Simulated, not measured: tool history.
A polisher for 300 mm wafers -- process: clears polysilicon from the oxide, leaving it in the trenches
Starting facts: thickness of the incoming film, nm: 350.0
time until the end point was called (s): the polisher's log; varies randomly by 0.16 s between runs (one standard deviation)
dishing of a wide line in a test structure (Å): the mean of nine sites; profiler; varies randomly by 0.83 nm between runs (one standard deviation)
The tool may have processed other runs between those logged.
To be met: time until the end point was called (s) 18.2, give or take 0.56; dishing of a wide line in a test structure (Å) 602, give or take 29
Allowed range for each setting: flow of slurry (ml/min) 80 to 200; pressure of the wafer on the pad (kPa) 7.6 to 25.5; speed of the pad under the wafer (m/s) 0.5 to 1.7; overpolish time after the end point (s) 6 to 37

| run | day | flow of slurry (ml/min) | pressure of the wafer on the pad (kPa) | speed of the pad under the wafer (m/s) | overpolish time after the end point (s) | time until the end point was called (s) | dishing of a wide line in a test structure (Å) |
|---|---|---|---|---|---|---|---|
| 1 | 0 | 130 | 16.5 | 1.1 | 19 | 35.954 | 585.24 |
| 2 | 0.038 | 130 | 20 | 1.1 | 19 | 30.049 | 597.25 |
| 3 | 0.246 | 135 | 20.7 | 1.12 | 18 | 28.438 | 584.5 |
| 4 | 0.575 | 135 | 20.7 | 0.9 | 18 | 35.27 | 576.98 |
| 5 | 0.783 | 135 | 20.7 | 0.9 | 13 | 35.077 | 555.89 |
| 6 | 0.925 | 140 | 21.4 | 0.96 | 14 | 31.262 | 575.81 |
| 7 | 1.221 | 175 | 25.5 | 1.24 | 6 | 20.419 | 518.32 |
| 8 | 1.354 | 175 | 25.5 | 1.26 | 8 | 19.634 | 574.25 |
| 9 | 1.383 | 175 | 25.5 | 1.28 | 8 | 19.596 | 560.48 |
| 10 | 1.412 | 175 | 25.5 | 1.3 | 9 | 19.226 | 589.31 |
| 11 | 1.725 | 175 | 25.5 | 1.34 | 9 | 18.906 | 590.02 |

4 candidate next runs follow, results not yet known. Just one meets every target within its allowed miss. Identify it.
| A | 2.038 | 150 | 25.5 | 1.54 | 8 | ? | ? |
| B | 2.038 | 175 | 25.5 | 1.38 | 13 | ? | ? |
| C | 2.038 | 185 | 23.4 | 1.36 | 9 | ? | ? |
| D | 2.038 | 180 | 25.5 | 1.28 | 12 | ? | ? |

| move | time until the end point was called (s) | dishing of a wide line in a test structure (Å) |
|---|---|---|
| A | 16.782 | 578.56 |
| B | 18.194 | 599.78 |
| C | 19.807 | 574.34 |
| D | 19.494 | 594.61 |
A: pushes the last run's worst result past its target
B: hits every target within its allowed miss
C: misses by more than the last run did
D: misses by more than the last run did
Go with B: it meets all targets.
